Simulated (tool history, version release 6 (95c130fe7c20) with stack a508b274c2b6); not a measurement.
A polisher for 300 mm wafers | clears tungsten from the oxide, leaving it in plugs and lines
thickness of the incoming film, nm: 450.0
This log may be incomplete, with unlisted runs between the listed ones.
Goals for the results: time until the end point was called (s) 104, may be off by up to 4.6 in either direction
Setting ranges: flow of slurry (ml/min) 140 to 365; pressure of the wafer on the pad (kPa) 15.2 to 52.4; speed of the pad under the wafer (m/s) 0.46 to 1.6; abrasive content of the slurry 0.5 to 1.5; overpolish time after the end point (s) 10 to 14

run,hour,flow of slurry (ml/min),pressure of the wafer on the pad (kPa),speed of the pad under the wafer (m/s),abrasive content of the slurry,overpolish time after the end point (s),time until the end point was called (s)
1,0,235,33.8,1.02,1,14,67.531
2,6.7,235,33.8,1.02,1,14,67.92
3,10.4,235,29.6,1.02,1,14,75.719
4,19.1,235,29.6,1.02,0.9,14,77.137
5,23.4,235,29.6,1.02,0.9,10,78.093
6,28.3,235,29.6,1.02,1.1,10,74.734
7,31.9,235,26.2,1.02,1.1,10,84.144
8,39,235,24.1,1.02,1.1,10,89.908
9,45.6,235,22.8,1.02,1.1,10,97.108
10,46.9,235,22.8,1.02,1.1,10,95.134

5 candidate next runs follow, results not yet known. Just one meets every target within its allowed miss. Identify it.
A,48.2,255,20.7,1,1.45,14,?
B,48.2,235,20,0.98,1.2,10,?
C,48.2,235,23.4,1.06,1.05,10,?
D,48.2,155,27.6,0.98,1.2,11,?
E,48.2,240,21.4,1.22,1,10,?

move,time until the end point was called (s)
A,103.96
B,113.97
C,92.573
D,89.622
E,88.575
A: all results in spec
B: pushes the last run's worst result past its target
C: further off than the last run
D: further off than the last run
E: further off than the last run
Move A is the one to make.
